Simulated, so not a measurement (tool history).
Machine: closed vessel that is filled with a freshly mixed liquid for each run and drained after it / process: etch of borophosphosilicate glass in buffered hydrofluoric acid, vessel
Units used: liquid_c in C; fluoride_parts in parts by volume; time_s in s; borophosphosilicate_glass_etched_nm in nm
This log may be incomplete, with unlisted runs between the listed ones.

run	hour	liquid_c	fluoride_parts	time_s	borophosphosilicate_glass_etched_nm
1	0	21	11.5	105	181.89
2	3.2	22	11.5	105	191
3	9.6	22	11.5	115	210.25
4	15.7	22	11.5	115	209.45
5	21.7	22	11.5	105	190.69
6	27.2	24.5	11.5	105	218.44

Run 7, settings as shown, results not yet in. Your forecast:
7	29	25	11.5	105	?

{"run 7": {"borophosphosilicate_glass_etched_nm": 222.24}}

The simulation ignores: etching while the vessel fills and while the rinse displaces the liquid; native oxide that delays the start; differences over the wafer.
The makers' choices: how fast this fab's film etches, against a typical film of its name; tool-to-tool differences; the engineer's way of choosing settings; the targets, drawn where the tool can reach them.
